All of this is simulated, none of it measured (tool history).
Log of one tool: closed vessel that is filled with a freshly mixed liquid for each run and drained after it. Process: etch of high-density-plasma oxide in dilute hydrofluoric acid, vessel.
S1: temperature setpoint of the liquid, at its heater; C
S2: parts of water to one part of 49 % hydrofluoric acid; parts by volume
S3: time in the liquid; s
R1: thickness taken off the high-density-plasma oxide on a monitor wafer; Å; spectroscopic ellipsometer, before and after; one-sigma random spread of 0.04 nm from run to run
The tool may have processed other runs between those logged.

| run | hour | S1 | S2 | S3 | R1 |
|---|---|---|---|---|---|
| 1 | 0.0 | 24.0 | 185 | 180 | 56.658 |
| 2 | 8.1 | 22.0 | 185 | 180 | 52.108 |
| 3 | 13.3 | 23.5 | 185 | 180 | 55.182 |
| 4 | 18.5 | 23.5 | 185 | 180 | 54.581 |
| 5 | 26.8 | 23.5 | 185 | 180 | 55.266 |
| 6 | 34.1 | 23.5 | 185 | 180 | 55.326 |
| 7 | 39.6 | 23.5 | 185 | 180 | 54.877 |
| 8 | 45.8 | 24.5 | 185 | 180 | 56.876 |
| 9 | 47.6 | 25.5 | 185 | 180 | 59.560 |
| 10 | 55.2 | 26.5 | 185 | 180 | 62.011 |

What does the tool deliver on the next run?
| 11 | 60.0 | 27.0 | 185 | 180 | ? |

{"run 11": {"R1": 62.334}}

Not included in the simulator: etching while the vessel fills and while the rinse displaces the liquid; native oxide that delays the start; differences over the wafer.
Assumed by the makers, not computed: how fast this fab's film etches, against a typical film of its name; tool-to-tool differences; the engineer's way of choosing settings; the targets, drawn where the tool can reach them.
